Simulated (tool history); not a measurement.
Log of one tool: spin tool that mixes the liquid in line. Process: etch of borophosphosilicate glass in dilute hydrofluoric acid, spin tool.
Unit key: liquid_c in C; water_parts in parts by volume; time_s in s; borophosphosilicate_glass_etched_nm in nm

run	day	liquid_c	water_parts	time_s	borophosphosilicate_glass_etched_nm
1	0.000	21.0	95	210	75.885
2	0.346	21.0	110	210	63.224
3	0.675	21.0	110	210	63.968
4	0.888	22.5	105	210	71.178
5	1.183	23.5	100	210	79.429
6	1.375	23.5	100	210	78.845
7	1.458	24.5	95	210	86.586

Run 8 is up next; what results do you expect?
8	1.604	28.5	70	210	?

Logged for run 8: borophosphosilicate_glass_etched_nm 142.680 nm.
